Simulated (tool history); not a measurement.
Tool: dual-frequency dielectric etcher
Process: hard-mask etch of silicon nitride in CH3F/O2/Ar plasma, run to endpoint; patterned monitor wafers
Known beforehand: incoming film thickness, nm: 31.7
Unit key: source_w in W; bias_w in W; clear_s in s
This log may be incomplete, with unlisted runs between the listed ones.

run 1 hour=0 | source_w=540 bias_w=98 | clear_s=36.893
run 2 hour=8.2 | source_w=540 bias_w=91 | clear_s=38.076
run 3 hour=9.7 | source_w=520 bias_w=90 | clear_s=38.362
run 4 hour=18.7 | source_w=500 bias_w=89 | clear_s=38.873
run 5 hour=23.8 | source_w=500 bias_w=75 | clear_s=41.125
run 6 hour=24.9 | source_w=490 bias_w=75 | clear_s=41.426
run 7 hour=29 | source_w=480 bias_w=75 | clear_s=41.992

Run 8 has not been measured yet. What should we expect?
run 8 hour=32.6 | source_w=470 bias_w=75 | clear_s=?

{"run 8": {"clear_s": 42.263}}
